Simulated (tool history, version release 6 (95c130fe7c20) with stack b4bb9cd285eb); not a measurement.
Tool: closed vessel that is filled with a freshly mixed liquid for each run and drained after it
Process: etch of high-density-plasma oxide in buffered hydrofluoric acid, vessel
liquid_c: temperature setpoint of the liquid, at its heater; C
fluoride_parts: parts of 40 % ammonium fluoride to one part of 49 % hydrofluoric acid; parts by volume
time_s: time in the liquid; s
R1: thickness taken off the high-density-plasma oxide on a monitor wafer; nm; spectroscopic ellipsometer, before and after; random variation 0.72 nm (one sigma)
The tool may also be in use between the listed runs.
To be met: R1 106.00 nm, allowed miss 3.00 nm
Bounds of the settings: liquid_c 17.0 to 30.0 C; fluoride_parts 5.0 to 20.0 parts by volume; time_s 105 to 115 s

Run 1, hour 0.0: liquid_c 22.0 C, fluoride_parts 12.0 parts by volume, time_s 105 s. Result: R1 128.29 nm.
Run 2, hour 5.2: liquid_c 22.0 C, fluoride_parts 12.0 parts by volume, time_s 105 s. Result: R1 128.61 nm.
Run 3, hour 8.5: liquid_c 21.5 C, fluoride_parts 12.0 parts by volume, time_s 105 s. Result: R1 124.84 nm.
Run 4, hour 14.1: liquid_c 21.5 C, fluoride_parts 12.0 parts by volume, time_s 115 s. Result: R1 138.77 nm.
Run 5, hour 22.4: liquid_c 21.5 C, fluoride_parts 12.0 parts by volume, time_s 115 s. Result: R1 136.43 nm.
Run 6, hour 25.2: liquid_c 21.0 C, fluoride_parts 12.0 parts by volume, time_s 115 s. Result: R1 133.83 nm.
Run 7, hour 33.9: liquid_c 20.5 C, fluoride_parts 12.0 parts by volume, time_s 115 s. Result: R1 129.70 nm.
Run 8, hour 34.8: liquid_c 20.5 C, fluoride_parts 12.0 parts by volume, time_s 115 s. Result: R1 128.25 nm.

Which of these 4 next moves meets every target?
Run A, hour 35.7: liquid_c 20.5 C, fluoride_parts 14.0 parts by volume, time_s 110 s. Result: R1 ?.
Run B, hour 35.7: liquid_c 18.5 C, fluoride_parts 9.5 parts by volume, time_s 110 s. Result: R1 ?.
Run C, hour 35.7: liquid_c 19.5 C, fluoride_parts 12.0 parts by volume, time_s 110 s. Result: R1 ?.
Run D, hour 35.7: liquid_c 20.5 C, fluoride_parts 10.5 parts by volume, time_s 115 s. Result: R1 ?.

move      R1
   A  105.47
   B  135.28
   C  115.98
   D  146.10
A: meets every target
B: further off than the last run
C: nearer than the last run, and not there yet
D: further off than the last run
Move A is the one to make.

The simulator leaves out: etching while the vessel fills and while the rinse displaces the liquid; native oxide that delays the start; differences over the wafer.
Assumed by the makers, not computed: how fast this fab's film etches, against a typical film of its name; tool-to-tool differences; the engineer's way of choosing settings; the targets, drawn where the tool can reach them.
